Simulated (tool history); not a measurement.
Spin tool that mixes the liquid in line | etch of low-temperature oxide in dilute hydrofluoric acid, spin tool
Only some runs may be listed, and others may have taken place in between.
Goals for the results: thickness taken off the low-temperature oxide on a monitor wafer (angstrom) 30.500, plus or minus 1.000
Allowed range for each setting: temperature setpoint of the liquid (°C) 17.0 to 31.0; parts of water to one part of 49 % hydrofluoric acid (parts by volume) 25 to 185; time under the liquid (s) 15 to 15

| run | hour | temperature setpoint of the liquid (°C) | parts of water to one part of 49 % hydrofluoric acid (parts by volume) | time under the liquid (s) | thickness taken off the low-temperature oxide on a monitor wafer (angstrom) |
|---|---|---|---|---|---|
| 1 | 0.0 | 23.0 | 105 | 15 | 49.716 |
| 2 | 0.6 | 25.5 | 105 | 15 | 55.035 |
| 3 | 4.9 | 25.5 | 130 | 15 | 43.419 |
| 4 | 7.7 | 24.0 | 130 | 15 | 40.854 |
| 5 | 13.4 | 24.0 | 130 | 15 | 40.548 |
| 6 | 18.0 | 22.0 | 130 | 15 | 37.724 |
| 7 | 20.5 | 21.0 | 130 | 15 | 35.730 |
| 8 | 21.9 | 20.5 | 130 | 15 | 35.503 |
| 9 | 22.6 | 20.0 | 130 | 15 | 34.246 |
| 10 | 26.1 | 19.5 | 130 | 15 | 33.944 |
| 11 | 27.3 | 19.0 | 130 | 15 | 33.280 |
| 12 | 33.9 | 18.5 | 130 | 15 | 32.403 |
| 13 | 37.5 | 18.0 | 130 | 15 | 32.151 |

Of the 4 settings listed for the next run, only one would bring every result within its allowed miss of target. Which one?
| A | 41.1 | 18.5 | 125 | 15 | ? |
| B | 41.1 | 17.5 | 120 | 15 | ? |
| C | 41.1 | 19.0 | 130 | 15 | ? |
| D | 41.1 | 17.0 | 130 | 15 | ? |

| move | thickness taken off the low-temperature oxide on a monitor wafer (angstrom) |
|---|---|
| A | 34.411 |
| B | 34.552 |
| C | 33.613 |
| D | 30.945 |
A: misses by more than the last run did
B: misses by more than the last run did
C: misses by more than the last run did
D: all results land within tolerance of their targets
The right move is D.
